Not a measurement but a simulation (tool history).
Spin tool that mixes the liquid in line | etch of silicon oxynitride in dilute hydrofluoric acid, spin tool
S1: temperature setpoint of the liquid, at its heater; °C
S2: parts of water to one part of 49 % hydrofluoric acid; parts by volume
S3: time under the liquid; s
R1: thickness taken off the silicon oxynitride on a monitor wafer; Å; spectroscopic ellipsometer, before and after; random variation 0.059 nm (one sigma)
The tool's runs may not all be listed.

run  hour    S1   S2   S3      R1
  1   0.0  20.0  120  275  35.103
  2   5.1  20.5  120  275  36.338
  3  12.5  20.5  120  295  37.836
  4  19.6  20.5  150  295  29.828
  5  20.4  20.5  150  275  27.841
  6  23.8  20.5  170  275  24.074
  7  26.2  22.0  160  275  27.361
  8  28.4  23.0  155  275  30.160
  9  29.7  24.0  150  275  33.535

Forecast run 10:
 10  34.5  24.5  150  275   ?

Run 10 gave R1 32.834 Å.
